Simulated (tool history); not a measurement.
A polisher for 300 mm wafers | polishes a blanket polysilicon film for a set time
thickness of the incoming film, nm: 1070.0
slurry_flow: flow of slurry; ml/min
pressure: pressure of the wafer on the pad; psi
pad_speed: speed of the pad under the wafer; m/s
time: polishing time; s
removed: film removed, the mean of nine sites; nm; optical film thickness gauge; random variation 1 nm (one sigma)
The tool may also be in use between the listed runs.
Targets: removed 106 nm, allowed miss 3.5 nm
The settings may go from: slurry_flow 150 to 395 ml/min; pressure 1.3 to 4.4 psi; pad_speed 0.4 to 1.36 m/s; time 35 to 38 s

| run | hour | slurry_flow | pressure | pad_speed | time | removed |
|---|---|---|---|---|---|---|
| 1 | 0 | 250 | 2.8 | 0.88 | 38 | 259.67 |
| 2 | 4.6 | 250 | 2.8 | 1.1 | 38 | 322.95 |
| 3 | 11.9 | 250 | 2.3 | 0.94 | 38 | 236.1 |
| 4 | 17.5 | 250 | 2.3 | 0.94 | 38 | 238.81 |
| 5 | 23.2 | 250 | 2.3 | 0.94 | 35 | 217.23 |
| 6 | 24.4 | 250 | 1.9 | 0.94 | 35 | 182.65 |
| 7 | 25 | 245 | 1.7 | 0.84 | 35 | 147.97 |
| 8 | 27.4 | 230 | 1.3 | 0.68 | 35 | 96.35 |
| 9 | 28 | 245 | 1.3 | 0.68 | 35 | 98.302 |
| 10 | 29.5 | 255 | 1.3 | 0.68 | 35 | 97.991 |

Which of these 4 next moves meets every target?
| A | 31 | 290 | 1.4 | 0.54 | 35 | ? |
| B | 31 | 325 | 1.4 | 0.58 | 35 | ? |
| C | 31 | 315 | 1.3 | 0.64 | 35 | ? |
| D | 31 | 260 | 1.5 | 0.66 | 35 | ? |

| move | removed |
|---|---|
| A | 85.657 |
| B | 92.667 |
| C | 95.743 |
| D | 108.46 |
A: further off than the last run
B: further off than the last run
C: further off than the last run
D: meets every target
Answer: D
